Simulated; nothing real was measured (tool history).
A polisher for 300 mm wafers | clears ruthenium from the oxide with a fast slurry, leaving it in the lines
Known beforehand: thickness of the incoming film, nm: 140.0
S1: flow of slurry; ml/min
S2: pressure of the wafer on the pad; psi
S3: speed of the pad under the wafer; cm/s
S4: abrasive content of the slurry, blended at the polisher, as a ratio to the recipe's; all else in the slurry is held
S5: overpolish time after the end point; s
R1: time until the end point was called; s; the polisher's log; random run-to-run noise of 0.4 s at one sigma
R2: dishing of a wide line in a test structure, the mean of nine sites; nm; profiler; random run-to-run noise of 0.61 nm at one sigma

run 1 hour=0 | S1=315 S2=2.3 S3=90 S4=1 S5=16 | R1=49.991 R2=32.899
run 2 hour=4.6 | S1=315 S2=2.7 S3=90 S4=1 S5=16 | R1=43.434 R2=36.092
run 3 hour=10.2 | S1=315 S2=2.1 S3=90 S4=1 S5=16 | R1=53.917 R2=30.597
run 4 hour=12.5 | S1=315 S2=2.1 S3=90 S4=1.15 S5=16 | R1=52.175 R2=31.636
run 5 hour=19.3 | S1=315 S2=1.8 S3=90 S4=1.15 S5=16 | R1=58.892 R2=28.511
run 6 hour=20.4 | S1=315 S2=1.8 S3=90 S4=1.15 S5=23 | R1=58.79 R2=37.367
run 7 hour=28.3 | S1=315 S2=2 S3=90 S4=1.15 S5=23 | R1=54.024 R2=39.945
run 8 hour=37 | S1=315 S2=2.2 S3=90 S4=1.15 S5=24 | R1=49.587 R2=44.164
run 9 hour=39.7 | S1=315 S2=2.3 S3=90 S4=1.15 S5=24 | R1=48.45 R2=45.751
run 10 hour=48.1 | S1=315 S2=2.4 S3=90 S4=1.15 S5=24 | R1=45.438 R2=45.474
run 11 hour=49.9 | S1=315 S2=2.5 S3=90 S4=1.15 S5=25 | R1=45 R2=48.172

What does the tool deliver on the next run?
run 12 hour=55.9 | S1=315 S2=2.6 S3=90 S4=1.15 S5=25 | R1=? R2=?

R1: 43.404 s
R2: 50.713 nm
